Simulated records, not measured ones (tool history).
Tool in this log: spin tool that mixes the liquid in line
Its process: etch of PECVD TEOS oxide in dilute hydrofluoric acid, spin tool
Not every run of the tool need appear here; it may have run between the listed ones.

run	day	temperature setpoint of the liquid (K)	parts of water to one part of 49 % hydrofluoric acid (parts by volume)	time under the liquid (s)	thickness taken off the PECVD TEOS oxide on a monitor wafer (angstrom)
1	0	294.15	270	100	35.11
2	0.112	295.65	260	100	39.334
3	0.3	293.65	260	100	36.899
4	0.533	295.15	250	100	41.375
5	0.883	296.15	245	100	42.259
6	1.088	297.15	235	100	46.605
7	1.171	297.15	235	100	46.931

Estimate the outcome of run 8 from the log above:
8	1.483	298.15	230	100	?

{"run 8": {"thickness taken off the PECVD TEOS oxide on a monitor wafer (angstrom)": 50.394}}

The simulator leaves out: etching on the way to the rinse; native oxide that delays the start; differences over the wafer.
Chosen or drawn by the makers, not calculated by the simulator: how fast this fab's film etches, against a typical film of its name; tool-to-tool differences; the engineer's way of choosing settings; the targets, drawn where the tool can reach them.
